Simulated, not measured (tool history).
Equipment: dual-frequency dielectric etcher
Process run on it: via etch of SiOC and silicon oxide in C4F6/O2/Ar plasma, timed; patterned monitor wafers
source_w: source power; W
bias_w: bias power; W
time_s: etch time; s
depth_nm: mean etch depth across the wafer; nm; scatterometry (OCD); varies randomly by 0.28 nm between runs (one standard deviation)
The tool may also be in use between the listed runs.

run,hour,source_w,bias_w,time_s,depth_nm
1,0.0,320,136,92.5,96.306
2,8.0,320,118,92.5,93.128
3,12.8,350,121,92.5,96.114
4,16.1,350,101,92.5,92.671
5,17.9,350,101,92.5,92.623
6,24.3,350,84,92.5,89.338
7,28.8,370,94,93.0,93.449

What does the tool deliver on the next run?
8,31.0,380,103,93.5,?

Run 8 produced depth_nm 95.640 nm.
